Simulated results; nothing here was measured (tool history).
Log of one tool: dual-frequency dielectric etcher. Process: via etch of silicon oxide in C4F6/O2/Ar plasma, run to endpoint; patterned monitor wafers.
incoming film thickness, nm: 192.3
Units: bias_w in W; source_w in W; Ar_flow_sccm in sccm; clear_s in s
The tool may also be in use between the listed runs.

run  hour  bias_w  source_w  Ar_flow_sccm  clear_s
  1   0.0     531       290           257   45.000
  2   4.4     531       320           257   42.545
  3   6.2     505       310           258   44.016
  4  12.6     484       300           260   45.200
  5  21.0     484       250           260   50.688
  6  23.8     484       250           240   50.354

Predict the results of run 7:
  7  27.0     478       250           240        ?

clear_s: 49.696 s

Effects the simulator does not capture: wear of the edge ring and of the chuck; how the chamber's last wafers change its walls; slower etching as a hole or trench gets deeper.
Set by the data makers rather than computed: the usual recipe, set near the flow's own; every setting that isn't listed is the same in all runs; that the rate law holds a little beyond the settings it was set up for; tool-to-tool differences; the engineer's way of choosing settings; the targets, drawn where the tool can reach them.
